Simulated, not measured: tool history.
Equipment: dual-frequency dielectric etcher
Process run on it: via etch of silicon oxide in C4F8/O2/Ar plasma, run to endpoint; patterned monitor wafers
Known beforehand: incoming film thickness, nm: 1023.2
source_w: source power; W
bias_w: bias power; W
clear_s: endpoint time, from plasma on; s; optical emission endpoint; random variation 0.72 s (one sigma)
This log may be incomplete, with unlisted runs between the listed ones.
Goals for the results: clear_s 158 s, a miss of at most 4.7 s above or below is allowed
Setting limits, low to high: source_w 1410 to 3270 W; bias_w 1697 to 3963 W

{"run": 1, "hour": 0.0, "source_w": 2340, "bias_w": 2830, "clear_s": 185.81}
{"run": 2, "hour": 2.8, "source_w": 2420, "bias_w": 2876, "clear_s": 180.78}
{"run": 3, "hour": 5.9, "source_w": 2420, "bias_w": 3095, "clear_s": 177.93}
{"run": 4, "hour": 11.9, "source_w": 2240, "bias_w": 3095, "clear_s": 187.35}
{"run": 5, "hour": 15.7, "source_w": 2240, "bias_w": 2879, "clear_s": 189.91}
{"run": 6, "hour": 17.6, "source_w": 1970, "bias_w": 2879, "clear_s": 209.05}
{"run": 7, "hour": 22.7, "source_w": 2060, "bias_w": 2904, "clear_s": 201.29}
{"run": 8, "hour": 24.4, "source_w": 2150, "bias_w": 2929, "clear_s": 195.77}
{"run": 9, "hour": 30.7, "source_w": 2150, "bias_w": 2929, "clear_s": 194.68}
{"run": 10, "hour": 33.0, "source_w": 2230, "bias_w": 2952, "clear_s": 189.67}
{"run": 11, "hour": 38.0, "source_w": 2290, "bias_w": 2971, "clear_s": 185.24}
{"run": 12, "hour": 40.2, "source_w": 2340, "bias_w": 2986, "clear_s": 183.53}
{"run": 13, "hour": 48.6, "source_w": 2390, "bias_w": 3002, "clear_s": 182.21}

Exactly one of the 4 candidate moves below puts every result within its allowed miss. Which one?
{"run": "A", "hour": 57.0, "source_w": 1820, "bias_w": 2633, "clear_s": "?"}
{"run": "B", "hour": 57.0, "source_w": 3150, "bias_w": 3259, "clear_s": "?"}
{"run": "C", "hour": 57.0, "source_w": 3150, "bias_w": 3512, "clear_s": "?"}
{"run": "D", "hour": 57.0, "source_w": 2970, "bias_w": 3087, "clear_s": "?"}

move=A clear_s=227.2
move=B clear_s=152.54
move=C clear_s=149.69
move=D clear_s=159.71
A: the biggest miss grows against the last run
B: takes the biggest miss from the last run beyond its target
C: takes the biggest miss from the last run beyond its target
D: in spec on every target
Move D is the one to make.

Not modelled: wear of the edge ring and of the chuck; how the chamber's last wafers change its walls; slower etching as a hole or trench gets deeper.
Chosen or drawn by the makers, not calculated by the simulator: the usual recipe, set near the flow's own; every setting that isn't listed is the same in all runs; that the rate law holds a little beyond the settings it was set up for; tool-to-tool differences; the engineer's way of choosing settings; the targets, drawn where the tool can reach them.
